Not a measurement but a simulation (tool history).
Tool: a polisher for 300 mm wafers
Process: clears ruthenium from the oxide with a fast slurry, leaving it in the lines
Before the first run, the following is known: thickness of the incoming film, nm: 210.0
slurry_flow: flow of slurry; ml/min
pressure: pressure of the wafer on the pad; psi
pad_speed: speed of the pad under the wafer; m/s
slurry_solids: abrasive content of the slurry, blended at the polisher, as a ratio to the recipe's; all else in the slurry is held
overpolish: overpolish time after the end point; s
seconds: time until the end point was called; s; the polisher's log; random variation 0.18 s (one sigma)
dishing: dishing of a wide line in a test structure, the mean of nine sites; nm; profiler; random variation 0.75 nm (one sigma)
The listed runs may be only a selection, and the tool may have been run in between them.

run	day	slurry_flow	pressure	pad_speed	slurry_solids	overpolish	seconds	dishing
1	0	260	3	1.28	1	17	35.505	47.223
2	0.288	260	3	1.1	1	17	41.365	42.419
3	0.462	260	3.3	1.14	1	17	38.213	46.033
4	0.825	260	3.6	1.24	1	16	32.974	46.554
5	0.925	290	3.6	1.24	1	16	32.629	47.679
6	1.288	290	3.8	1.32	1	16	29.762	50.193
7	1.467	290	3.8	1.32	1	16	29.697	50.545

Expected results for the next run?
8	1.512	290	3.8	1.32	1	16	?	?

seconds: 30.29 s
dishing: 48.426 nm
